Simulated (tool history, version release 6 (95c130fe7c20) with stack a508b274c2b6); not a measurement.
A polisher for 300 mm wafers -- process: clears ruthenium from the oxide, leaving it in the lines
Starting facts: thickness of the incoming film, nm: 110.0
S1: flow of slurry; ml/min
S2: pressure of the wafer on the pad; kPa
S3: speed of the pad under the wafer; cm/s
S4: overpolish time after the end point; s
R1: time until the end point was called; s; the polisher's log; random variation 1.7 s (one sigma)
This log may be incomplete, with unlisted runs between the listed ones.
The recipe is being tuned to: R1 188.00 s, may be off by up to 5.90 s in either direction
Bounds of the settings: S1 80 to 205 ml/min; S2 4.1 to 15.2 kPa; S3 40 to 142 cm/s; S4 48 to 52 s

| run | hour | S1 | S2 | S3 | S4 | R1 |
|---|---|---|---|---|---|---|
| 1 | 0.0 | 135 | 9.7 | 90 | 48 | 138.04 |
| 2 | 4.8 | 135 | 9.7 | 102 | 48 | 122.88 |
| 3 | 12.2 | 130 | 9.0 | 102 | 48 | 132.82 |
| 4 | 13.2 | 125 | 8.3 | 102 | 48 | 142.99 |
| 5 | 20.8 | 140 | 8.3 | 102 | 48 | 141.74 |
| 6 | 23.9 | 160 | 8.3 | 102 | 48 | 134.76 |
| 7 | 24.8 | 150 | 7.6 | 102 | 48 | 152.48 |
| 8 | 30.4 | 115 | 6.9 | 102 | 48 | 171.27 |
| 9 | 35.4 | 110 | 6.9 | 102 | 48 | 174.71 |
| 10 | 43.5 | 105 | 6.9 | 102 | 48 | 178.25 |
| 11 | 46.8 | 100 | 6.9 | 102 | 48 | 175.73 |
| 12 | 48.3 | 95 | 6.9 | 102 | 48 | 181.97 |

Next run, 5 choices. One meets every target within its allowed miss, the rest don't. Which?
| A | 49.8 | 85 | 6.9 | 110 | 48 | ? |
| B | 49.8 | 100 | 6.2 | 108 | 48 | ? |
| C | 49.8 | 80 | 7.6 | 100 | 52 | ? |
| D | 49.8 | 85 | 7.6 | 102 | 52 | ? |
| E | 49.8 | 90 | 7.6 | 104 | 48 | ? |

| move | R1 |
|---|---|
| A | 173.93 |
| B | 187.09 |
| C | 177.26 |
| D | 171.05 |
| E | 165.39 |
A: its largest miss is bigger than the last run's
B: all results in spec
C: its largest miss is bigger than the last run's
D: its largest miss is bigger than the last run's
E: its largest miss is bigger than the last run's
B meets every target.
